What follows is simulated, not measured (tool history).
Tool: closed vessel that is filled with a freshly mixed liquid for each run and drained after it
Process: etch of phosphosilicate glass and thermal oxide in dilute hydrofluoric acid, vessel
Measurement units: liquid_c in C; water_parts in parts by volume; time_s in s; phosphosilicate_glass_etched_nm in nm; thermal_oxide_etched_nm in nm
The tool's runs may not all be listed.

run    day  liquid_c  water_parts  time_s  phosphosilicate_glass_etched_nm  thermal_oxide_etched_nm
  1  0.000      23.0          195      60                          22.1260                  1.19950
  2  0.100      23.0          265      60                          14.9210                  0.83415
  3  0.300      22.5          265      60                          14.7480                  0.82056
  4  0.325      22.0          265      60                          14.5650                  0.78166
  5  0.612      20.0          265      60                          13.7910                  0.75363
  6  0.783      20.0          265      40                           9.1266                  0.48747
  7  0.821      20.0          265      40                           9.0411                  0.50362
  8  1.162      21.0          265      40                           9.3758                  0.49838

Run 9 has not been measured yet. What should we expect?
  9  1.392      21.5          265      40                                ?                        ?

Logged for run 9: phosphosilicate_glass_etched_nm 9.5292 nm, thermal_oxide_etched_nm 0.52942 nm.
